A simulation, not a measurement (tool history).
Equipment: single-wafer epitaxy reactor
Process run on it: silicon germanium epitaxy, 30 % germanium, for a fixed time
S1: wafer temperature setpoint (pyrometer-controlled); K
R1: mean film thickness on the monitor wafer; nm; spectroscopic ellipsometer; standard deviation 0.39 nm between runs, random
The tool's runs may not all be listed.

{"run": 1, "hour": 0.0, "S1": 883.15, "chamber pressure (mTorr)": 21900, "R1": 76.947}
{"run": 2, "hour": 7.2, "S1": 884.15, "chamber pressure (mTorr)": 21900, "R1": 77.875}
{"run": 3, "hour": 14.7, "S1": 885.15, "chamber pressure (mTorr)": 21900, "R1": 79.292}
{"run": 4, "hour": 17.8, "S1": 886.15, "chamber pressure (mTorr)": 21900, "R1": 81.208}
{"run": 5, "hour": 22.2, "S1": 882.15, "chamber pressure (mTorr)": 21900, "R1": 75.864}
{"run": 6, "hour": 23.3, "S1": 883.15, "chamber pressure (mTorr)": 21900, "R1": 76.346}
{"run": 7, "hour": 28.3, "S1": 884.15, "chamber pressure (mTorr)": 21900, "R1": 78.364}
{"run": 8, "hour": 31.5, "S1": 885.15, "chamber pressure (mTorr)": 21900, "R1": 79.529}
{"run": 9, "hour": 34.8, "S1": 886.15, "chamber pressure (mTorr)": 21900, "R1": 81.886}
{"run": 10, "hour": 35.7, "S1": 887.15, "chamber pressure (mTorr)": 21900, "R1": 82.714}

Run 11, settings as shown, results not yet in. Your forecast:
{"run": 11, "hour": 42.2, "S1": 888.15, "chamber pressure (mTorr)": 21900, "R1": "?"}

R1: 85.356 nm
